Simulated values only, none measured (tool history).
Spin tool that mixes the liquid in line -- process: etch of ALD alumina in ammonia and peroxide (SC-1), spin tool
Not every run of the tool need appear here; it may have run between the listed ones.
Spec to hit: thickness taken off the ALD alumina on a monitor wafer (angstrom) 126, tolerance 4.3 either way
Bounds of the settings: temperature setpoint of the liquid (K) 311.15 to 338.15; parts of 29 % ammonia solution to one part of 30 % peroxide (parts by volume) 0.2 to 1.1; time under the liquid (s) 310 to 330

run,hour,temperature setpoint of the liquid (K),parts of 29 % ammonia solution to one part of 30 % peroxide (parts by volume),time under the liquid (s),thickness taken off the ALD alumina on a monitor wafer (angstrom)
1,0,322.15,0.6,310,186.45
2,4.3,321.15,0.6,310,176.32
3,9.1,320.15,0.6,310,171.27
4,11.1,319.15,0.6,310,158.67
5,13.9,319.15,0.7,310,160.1
6,19.6,319.15,0.9,310,165.95
7,23,318.15,0.9,310,155.59
8,30.9,313.65,0.9,310,121.63

4 next moves are on the table. One of them brings every result within its allowed miss. Which?
A,38.8,314.15,1.1,310,?
B,38.8,314.65,0.95,330,?
C,38.8,312.15,1,320,?
D,38.8,312.65,1.05,310,?

move,thickness taken off the ALD alumina on a monitor wafer (angstrom)
A,127.37
B,137.67
C,115.8
D,116.09
A: hits every target within its allowed miss
B: carries the result that was furthest off beyond its target, to the other side
C: the biggest miss grows against the last run
D: the biggest miss grows against the last run
The move that meets every target is A.

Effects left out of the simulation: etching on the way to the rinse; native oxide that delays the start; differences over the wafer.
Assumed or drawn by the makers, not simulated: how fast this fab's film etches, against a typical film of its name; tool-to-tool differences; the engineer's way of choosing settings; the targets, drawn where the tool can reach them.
